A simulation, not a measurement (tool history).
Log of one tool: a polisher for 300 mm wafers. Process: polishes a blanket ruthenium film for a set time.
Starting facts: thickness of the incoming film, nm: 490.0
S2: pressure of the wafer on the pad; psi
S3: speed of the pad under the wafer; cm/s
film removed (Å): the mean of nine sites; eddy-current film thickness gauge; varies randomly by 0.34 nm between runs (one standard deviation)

{"run": 1, "hour": 0.0, "flow of slurry (ml/min)": 165, "S2": 1.8, "S3": 118, "polishing time (s)": 44, "film removed (Å)": 565.49}
{"run": 2, "hour": 7.7, "flow of slurry (ml/min)": 165, "S2": 1.6, "S3": 118, "polishing time (s)": 44, "film removed (Å)": 526.66}
{"run": 3, "hour": 13.9, "flow of slurry (ml/min)": 165, "S2": 1.6, "S3": 118, "polishing time (s)": 46, "film removed (Å)": 548.47}
{"run": 4, "hour": 20.8, "flow of slurry (ml/min)": 165, "S2": 1.6, "S3": 130, "polishing time (s)": 46, "film removed (Å)": 595.41}
{"run": 5, "hour": 22.0, "flow of slurry (ml/min)": 160, "S2": 1.5, "S3": 130, "polishing time (s)": 46, "film removed (Å)": 574.25}
{"run": 6, "hour": 27.1, "flow of slurry (ml/min)": 160, "S2": 1.5, "S3": 130, "polishing time (s)": 46, "film removed (Å)": 566.38}
{"hour": 28.3, "done": "worn pad replaced by a new one"}
{"run": 7, "hour": 28.3, "flow of slurry (ml/min)": 155, "S2": 1.4, "S3": 130, "polishing time (s)": 46, "film removed (Å)": 602.82}

Run 8 is up next; what results do you expect?
{"run": 8, "hour": 32.3, "flow of slurry (ml/min)": 175, "S2": 1.3, "S3": 130, "polishing time (s)": 46, "film removed (Å)": "?"}

{"run 8": {"film removed (Å)": 592.62}}
